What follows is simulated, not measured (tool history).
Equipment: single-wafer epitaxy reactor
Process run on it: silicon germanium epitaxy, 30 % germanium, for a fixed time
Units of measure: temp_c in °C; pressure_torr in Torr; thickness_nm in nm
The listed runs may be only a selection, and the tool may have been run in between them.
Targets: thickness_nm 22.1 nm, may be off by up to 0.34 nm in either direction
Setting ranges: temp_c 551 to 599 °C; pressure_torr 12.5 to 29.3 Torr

run	day	temp_c	pressure_torr	thickness_nm
1	0	575	20.9	34.823
2	0.321	579	20.9	38.038
3	0.55	588	20.9	45.826
4	0.921	588	22.4	47.476
5	1.033	580	22.3	39.939
6	1.283	574	22.2	35.178
7	1.338	569	22.1	31.198
8	1.388	565	22.1	28.643
9	1.504	562	22.1	26.584
10	1.558	560	22.1	25.564
11	1.729	551	22	20.716

Exactly one of the 5 candidate moves below puts every result within its allowed miss. Which one?
A	1.9	553	23	?
B	1.9	555	22.1	?
C	1.9	554	23	?
D	1.9	560	16.6	?
E	1.9	551	23.8	?

move	thickness_nm
A	22.115
B	22.785
C	22.634
D	22.694
E	21.408
A: all results in spec
B: takes the biggest miss from the last run beyond its target
C: takes the biggest miss from the last run beyond its target
D: takes the biggest miss from the last run beyond its target
E: better than the last run, though not everything is in spec
A meets every target.

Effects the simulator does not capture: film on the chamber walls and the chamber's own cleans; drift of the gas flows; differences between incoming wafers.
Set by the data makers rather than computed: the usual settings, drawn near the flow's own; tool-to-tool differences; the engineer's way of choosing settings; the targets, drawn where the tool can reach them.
